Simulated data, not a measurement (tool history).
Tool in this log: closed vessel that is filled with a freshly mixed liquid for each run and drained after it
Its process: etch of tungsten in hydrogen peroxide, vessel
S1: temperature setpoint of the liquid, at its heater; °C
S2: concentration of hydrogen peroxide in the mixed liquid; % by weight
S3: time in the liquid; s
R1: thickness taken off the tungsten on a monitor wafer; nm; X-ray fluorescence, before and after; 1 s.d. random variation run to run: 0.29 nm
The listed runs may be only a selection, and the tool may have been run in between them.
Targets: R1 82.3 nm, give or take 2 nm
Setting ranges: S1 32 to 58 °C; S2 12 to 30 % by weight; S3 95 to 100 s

| run | day | S1 | S2 | S3 | R1 |
|---|---|---|---|---|---|
| 1 | 0 | 42 | 21.5 | 95 | 187.59 |
| 2 | 0.321 | 42 | 21.5 | 100 | 197.54 |
| 3 | 0.546 | 40 | 19.5 | 100 | 165.92 |
| 4 | 0.842 | 40 | 19.5 | 95 | 158.38 |
| 5 | 1.217 | 40 | 19.5 | 95 | 157.31 |
| 6 | 1.312 | 38.5 | 18 | 95 | 137.89 |
| 7 | 1.479 | 32 | 13 | 95 | 75.299 |
| 8 | 1.662 | 32.5 | 13 | 95 | 78.082 |

Which one of the following 4 next-run settings gets every result inside its allowed miss? There is exactly one.
| A | 1.846 | 32 | 12 | 95 | ? |
| B | 1.846 | 34 | 12 | 95 | ? |
| C | 1.846 | 32 | 13 | 95 | ? |
| D | 1.846 | 32 | 13.5 | 95 | ? |

| move | R1 |
|---|---|
| A | 72.222 |
| B | 82.759 |
| C | 75.171 |
| D | 76.603 |
A: the biggest miss grows against the last run
B: all results in spec
C: the biggest miss grows against the last run
D: the biggest miss grows against the last run
Answer: B
